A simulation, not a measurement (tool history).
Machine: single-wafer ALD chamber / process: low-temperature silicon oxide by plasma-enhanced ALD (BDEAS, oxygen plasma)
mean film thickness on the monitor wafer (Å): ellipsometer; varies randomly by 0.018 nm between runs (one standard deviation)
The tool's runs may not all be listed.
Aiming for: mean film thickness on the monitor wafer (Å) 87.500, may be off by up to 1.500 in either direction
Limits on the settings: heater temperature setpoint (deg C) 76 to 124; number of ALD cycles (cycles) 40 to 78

| run | day | heater temperature setpoint (deg C) | number of ALD cycles (cycles) | mean film thickness on the monitor wafer (Å) |
|---|---|---|---|---|
| 1 | 0.000 | 100 | 59 | 79.175 |
| 2 | 0.162 | 100 | 51 | 68.519 |
| 3 | 0.483 | 98 | 53 | 71.930 |
| 4 | 0.817 | 95 | 54 | 73.696 |
| 5 | 0.958 | 93 | 55 | 75.800 |
| 6 | 1.217 | 91 | 56 | 77.534 |
| 7 | 1.592 | 89 | 57 | 79.724 |
| 8 | 1.725 | 87 | 58 | 81.716 |

Below are 4 possible settings for the next run. Only one of them brings all results inside the allowed miss of their targets. Which is it?
| A | 1.858 | 91 | 63 | ? |
| B | 1.858 | 100 | 62 | ? |
| C | 1.858 | 89 | 60 | ? |
| D | 1.858 | 76 | 63 | ? |

| move | mean film thickness on the monitor wafer (Å) |
|---|---|
| A | 87.641 |
| B | 83.610 |
| C | 84.036 |
| D | 92.112 |
A: all results in spec
B: gains on the last run, yet a result remains outside its allowed miss
C: gains on the last run, yet a result remains outside its allowed miss
D: the result that was furthest off in the last run now lies on the other side of its target
Go with A: it meets all targets.
